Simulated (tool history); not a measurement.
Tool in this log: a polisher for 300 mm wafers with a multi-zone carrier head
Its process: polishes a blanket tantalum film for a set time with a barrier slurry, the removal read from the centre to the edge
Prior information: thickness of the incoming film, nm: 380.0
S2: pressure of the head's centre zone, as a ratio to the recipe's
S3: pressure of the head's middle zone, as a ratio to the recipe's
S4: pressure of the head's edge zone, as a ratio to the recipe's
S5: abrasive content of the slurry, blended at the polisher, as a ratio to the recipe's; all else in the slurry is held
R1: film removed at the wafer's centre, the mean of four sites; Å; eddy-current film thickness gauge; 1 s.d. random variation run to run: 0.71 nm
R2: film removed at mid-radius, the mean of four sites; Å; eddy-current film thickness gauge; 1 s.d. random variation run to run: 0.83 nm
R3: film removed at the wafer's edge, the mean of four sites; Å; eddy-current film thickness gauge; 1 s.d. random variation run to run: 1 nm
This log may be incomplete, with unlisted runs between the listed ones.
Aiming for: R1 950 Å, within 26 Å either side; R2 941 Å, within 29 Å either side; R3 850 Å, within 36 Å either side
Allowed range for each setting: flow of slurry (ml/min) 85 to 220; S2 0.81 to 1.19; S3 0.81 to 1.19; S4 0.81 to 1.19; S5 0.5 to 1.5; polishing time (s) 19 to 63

run 1 hour=0 | flow_of_slurry_(ml/min)=140 S2=1 S3=1 S4=1 S5=1 polishing_time_(s)=41 | R1=609.95 R2=593.31 R3=621.35
run 2 hour=4.8 | flow_of_slurry_(ml/min)=140 S2=1.07 S3=1 S4=1 S5=1 polishing_time_(s)=41 | R1=650.8 R2=596.59 R3=602.37
run 3 hour=9.8 | flow_of_slurry_(ml/min)=140 S2=1.03 S3=1 S4=1 S5=1 polishing_time_(s)=41 | R1=624.49 R2=607.66 R3=606.81
run 4 hour=15.1 | flow_of_slurry_(ml/min)=140 S2=1.03 S3=1 S4=0.96 S5=1 polishing_time_(s)=41 | R1=628.8 R2=601.67 R3=586.54
run 5 hour=17.9 | flow_of_slurry_(ml/min)=140 S2=1.03 S3=1 S4=0.96 S5=1 polishing_time_(s)=45 | R1=682.32 R2=655.4 R3=668.69
run 6 hour=19.5 | flow_of_slurry_(ml/min)=140 S2=1.03 S3=1 S4=0.96 S5=0.8 polishing_time_(s)=45 | R1=657.48 R2=632.68 R3=631.37
run 7 hour=22.7 | flow_of_slurry_(ml/min)=180 S2=1.13 S3=1.1 S4=1.04 S5=1.05 polishing_time_(s)=47 | R1=817.73 R2=756.87 R3=717.85
run 8 hour=30.4 | flow_of_slurry_(ml/min)=180 S2=1.13 S3=1.1 S4=1.04 S5=1.05 polishing_time_(s)=47 | R1=816 R2=771.95 R3=720.44
run 9 hour=33.7 | flow_of_slurry_(ml/min)=185 S2=1.13 S3=1.11 S4=1.05 S5=1.15 polishing_time_(s)=47 | R1=844.63 R2=793.53 R3=746.32
run 10 hour=37.3 | flow_of_slurry_(ml/min)=190 S2=1.13 S3=1.12 S4=1.05 S5=1.2 polishing_time_(s)=47 | R1=852.73 R2=809.89 R3=759.79
run 11 hour=45.4 | flow_of_slurry_(ml/min)=195 S2=1.13 S3=1.13 S4=1.05 S5=1.25 polishing_time_(s)=47 | R1=853.62 R2=827.84 R3=770.13
run 12 hour=50.8 | flow_of_slurry_(ml/min)=195 S2=1.14 S3=1.14 S4=1.05 S5=1.3 polishing_time_(s)=47 | R1=872.63 R2=843.74 R3=763.4
run 13 hour=54.8 | flow_of_slurry_(ml/min)=200 S2=1.14 S3=1.15 S4=1.06 S5=1.35 polishing_time_(s)=47 | R1=873.53 R2=842.31 R3=777.3
run 14 hour=57.4 | flow_of_slurry_(ml/min)=200 S2=1.14 S3=1.16 S4=1.06 S5=1.35 polishing_time_(s)=47 | R1=882.08 R2=864.19 R3=776.08
run 15 hour=62.3 | flow_of_slurry_(ml/min)=200 S2=1.14 S3=1.16 S4=1.07 S5=1.4 polishing_time_(s)=47 | R1=886.97 R2=856.29 R3=773.73
run 16 hour=67.3 | flow_of_slurry_(ml/min)=205 S2=1.14 S3=1.16 S4=1.07 S5=1.4 polishing_time_(s)=47 | R1=895.22 R2=879.81 R3=769.4
run 17 hour=70.5 | flow_of_slurry_(ml/min)=200 S2=1.14 S3=1.16 S4=1.07 S5=1.4 polishing_time_(s)=48 | R1=899.07 R2=888.11 R3=802.06
run 18 hour=74.8 | flow_of_slurry_(ml/min)=200 S2=1.14 S3=1.16 S4=1.07 S5=1.4 polishing_time_(s)=48 | R1=905.52 R2=884.07 R3=796.89
run 19 hour=82.6 | flow_of_slurry_(ml/min)=205 S2=1.13 S3=1.16 S4=1.08 S5=1.45 polishing_time_(s)=49 | R1=927.07 R2=915.49 R3=830.11

Pick the move, out of 5, that brings all results within their allowed miss; only one does.
run A hour=90.4 | flow_of_slurry_(ml/min)=200 S2=1.14 S3=1.11 S4=1.05 S5=1.4 polishing_time_(s)=50 | R1=? R2=? R3=?
run B hour=90.4 | flow_of_slurry_(ml/min)=220 S2=1.08 S3=1.19 S4=1.07 S5=1.4 polishing_time_(s)=49 | R1=? R2=? R3=?
run C hour=90.4 | flow_of_slurry_(ml/min)=175 S2=1.08 S3=1.13 S4=1.08 S5=1.5 polishing_time_(s)=50 | R1=? R2=? R3=?
run D hour=90.4 | flow_of_slurry_(ml/min)=170 S2=1.15 S3=1.19 S4=1.09 S5=1.5 polishing_time_(s)=51 | R1=? R2=? R3=?
run E hour=90.4 | flow_of_slurry_(ml/min)=165 S2=1.04 S3=1.12 S4=1.11 S5=1.5 polishing_time_(s)=52 | R1=? R2=? R3=?

move=A R1=932.85 R2=882.6 R3=818.29
move=B R1=876.39 R2=928.22 R3=814.2
move=C R1=879.13 R2=893.73 R3=829.65
move=D R1=952.03 R2=949.67 R3=847.16
move=E R1=873.36 R2=916.29 R3=869.82
A: the furthest-off result lands on target, but another misses its tolerance
B: its largest miss is bigger than the last run's
C: its largest miss is bigger than the last run's
D: in spec on every target
E: its largest miss is bigger than the last run's
Correct choice: D, which meets every target
